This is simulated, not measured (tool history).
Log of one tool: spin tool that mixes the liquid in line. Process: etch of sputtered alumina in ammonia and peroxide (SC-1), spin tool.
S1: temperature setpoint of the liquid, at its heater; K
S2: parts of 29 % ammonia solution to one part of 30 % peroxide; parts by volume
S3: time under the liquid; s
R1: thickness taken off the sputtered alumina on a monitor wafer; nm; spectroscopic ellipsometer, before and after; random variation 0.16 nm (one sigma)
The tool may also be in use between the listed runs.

{"run": 1, "hour": 0.0, "S1": 320.15, "S2": 0.55, "S3": 270, "R1": 11.309}
{"run": 2, "hour": 7.8, "S1": 320.15, "S2": 0.45, "S3": 270, "R1": 11.163}
{"run": 3, "hour": 13.4, "S1": 322.15, "S2": 0.45, "S3": 270, "R1": 12.502}
{"run": 4, "hour": 15.4, "S1": 322.15, "S2": 0.45, "S3": 290, "R1": 13.252}
{"run": 5, "hour": 21.2, "S1": 322.15, "S2": 0.55, "S3": 290, "R1": 13.878}
{"run": 6, "hour": 25.4, "S1": 318.65, "S2": 0.55, "S3": 290, "R1": 11.192}
{"run": 7, "hour": 31.5, "S1": 320.65, "S2": 0.55, "S3": 290, "R1": 12.468}
{"run": 8, "hour": 36.7, "S1": 322.15, "S2": 0.55, "S3": 290, "R1": 13.398}
{"run": 9, "hour": 39.9, "S1": 323.15, "S2": 0.55, "S3": 290, "R1": 14.398}
{"run": 10, "hour": 48.3, "S1": 324.15, "S2": 0.55, "S3": 290, "R1": 14.954}

Run 11 comes next. What will it give?
{"run": 11, "hour": 55.1, "S1": 327.15, "S2": 0.55, "S3": 290, "R1": "?"}

R1: 17.924 nm
